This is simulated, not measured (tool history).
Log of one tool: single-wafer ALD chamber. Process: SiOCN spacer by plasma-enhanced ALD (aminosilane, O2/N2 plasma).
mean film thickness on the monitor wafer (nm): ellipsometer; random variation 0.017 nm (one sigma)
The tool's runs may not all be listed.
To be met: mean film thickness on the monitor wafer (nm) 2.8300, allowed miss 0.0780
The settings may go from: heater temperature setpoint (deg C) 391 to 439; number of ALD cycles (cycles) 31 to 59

run,hour,heater temperature setpoint (deg C),number of ALD cycles (cycles),mean film thickness on the monitor wafer (nm)
1,0.0,415,45,2.3711
2,2.0,415,49,2.6152
3,6.5,420,49,2.5721
4,11.7,419,49,2.5851
5,13.1,429,49,2.4858
6,16.9,429,52,2.6447
7,23.6,428,52,2.6385
8,27.5,427,52,2.6767
9,33.1,426,52,2.6916
10,34.7,425,52,2.6955
11,36.1,424,52,2.6982
12,38.1,423,52,2.7197
13,45.5,422,52,2.7030
14,48.6,421,52,2.6990

Which of these 4 next moves meets every target?
A,51.7,411,53,?
B,51.7,420,48,?
C,51.7,426,52,?
D,51.7,426,51,?

move,mean film thickness on the monitor wafer (nm)
A,2.8151
B,2.4868
C,2.6487
D,2.5978
A: meets every target
B: further off than the last run
C: further off than the last run
D: further off than the last run
Answer: A

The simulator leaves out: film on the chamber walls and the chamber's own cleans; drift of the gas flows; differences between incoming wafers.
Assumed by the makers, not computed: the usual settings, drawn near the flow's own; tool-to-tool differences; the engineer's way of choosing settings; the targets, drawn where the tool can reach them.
